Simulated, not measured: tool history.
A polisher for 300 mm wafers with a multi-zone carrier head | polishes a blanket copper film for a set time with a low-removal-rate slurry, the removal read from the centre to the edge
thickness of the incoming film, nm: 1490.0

run	hour	flow of slurry (ml/min)	pressure of the head's centre zone	pressure of the head's middle zone	pressure of the head's edge zone	abrasive content of the slurry	polishing time (s)	film removed at the wafer's centre (Å)	film removed at mid-radius (Å)	film removed at the wafer's edge (Å)
1	0.0	300	1.00	1.00	1.00	1.00	31	890.29	864.37	828.57
2	7.6	295	0.99	0.97	0.99	0.95	31	880.55	854.92	821.96
3	9.8	295	0.91	0.97	0.99	0.95	31	795.37	854.77	824.00
4	17.1	295	0.87	0.97	0.99	0.95	31	764.73	831.12	811.56
5	21.0	295	0.81	0.97	0.99	0.95	31	730.02	842.36	816.94
6	26.5	365	0.81	0.97	0.99	0.95	31	727.84	879.47	818.78
7	34.8	365	0.81	0.97	0.99	0.95	31	728.21	858.79	834.72
8	43.7	350	0.83	0.95	0.98	0.90	31	731.98	850.54	811.44
9	48.7	330	0.85	0.93	0.98	0.85	30	716.13	775.80	773.65
10	50.4	330	0.85	0.93	0.98	0.85	30	719.04	772.95	779.89
11	57.0	325	0.86	0.92	0.96	0.80	30	706.60	789.80	751.37

Forecast run 12:
12	60.4	410	0.96	0.82	1.06	0.55	23	?	?	?

film removed at the wafer's centre (Å): 579.07
film removed at mid-radius (Å): 511.64
film removed at the wafer's edge (Å): 563.87
